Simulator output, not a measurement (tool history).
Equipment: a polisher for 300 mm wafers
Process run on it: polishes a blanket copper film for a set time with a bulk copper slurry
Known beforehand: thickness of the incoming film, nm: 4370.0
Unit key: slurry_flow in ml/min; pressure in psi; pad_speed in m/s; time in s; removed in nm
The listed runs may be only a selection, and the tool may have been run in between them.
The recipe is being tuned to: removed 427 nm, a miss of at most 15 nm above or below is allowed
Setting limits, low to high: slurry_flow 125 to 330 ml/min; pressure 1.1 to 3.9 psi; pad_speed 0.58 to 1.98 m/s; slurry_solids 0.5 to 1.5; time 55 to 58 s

run 1 day=0 | slurry_flow=210 pressure=2.5 pad_speed=1.28 slurry_solids=1 time=55 | removed=514.9
run 2 day=0.075 | slurry_flow=210 pressure=2.5 pad_speed=1.28 slurry_solids=1.1 time=55 | removed=519.98
run 3 day=0.146 | slurry_flow=240 pressure=2.5 pad_speed=1.28 slurry_solids=1.1 time=55 | removed=533.6
run 4 day=0.2 | slurry_flow=240 pressure=2.5 pad_speed=1.28 slurry_solids=1.1 time=58 | removed=563.17
run 5 day=0.229 | slurry_flow=240 pressure=2.3 pad_speed=1.28 slurry_solids=1.1 time=58 | removed=513.48
run 6 day=0.533 | slurry_flow=240 pressure=2.3 pad_speed=1.28 slurry_solids=1.1 time=58 | removed=516.29
run 7 day=0.754 | slurry_flow=240 pressure=2.2 pad_speed=1.28 slurry_solids=1.1 time=58 | removed=490.51
run 8 day=1.012 | slurry_flow=240 pressure=2.1 pad_speed=1.28 slurry_solids=1.1 time=58 | removed=471.67
run 9 day=1.229 | slurry_flow=240 pressure=2 pad_speed=1.28 slurry_solids=1.1 time=58 | removed=448.34

Below are 4 possible settings for the next run. Only one of them brings all results inside the allowed miss of their targets. Which is it?
run A day=1.446 | slurry_flow=235 pressure=2 pad_speed=1.38 slurry_solids=0.85 time=55 | removed=?
run B day=1.446 | slurry_flow=330 pressure=2.1 pad_speed=1.3 slurry_solids=1 time=57 | removed=?
run C day=1.446 | slurry_flow=210 pressure=1.6 pad_speed=1.84 slurry_solids=1.15 time=55 | removed=?
run D day=1.446 | slurry_flow=255 pressure=2 pad_speed=1.34 slurry_solids=1.05 time=58 | removed=?

move=A removed=422.61
move=B removed=471.05
move=C removed=466.37
move=D removed=463.59
A: meets every target
B: misses by more than the last run did
C: misses by more than the last run did
D: misses by more than the last run did
The right move is A.

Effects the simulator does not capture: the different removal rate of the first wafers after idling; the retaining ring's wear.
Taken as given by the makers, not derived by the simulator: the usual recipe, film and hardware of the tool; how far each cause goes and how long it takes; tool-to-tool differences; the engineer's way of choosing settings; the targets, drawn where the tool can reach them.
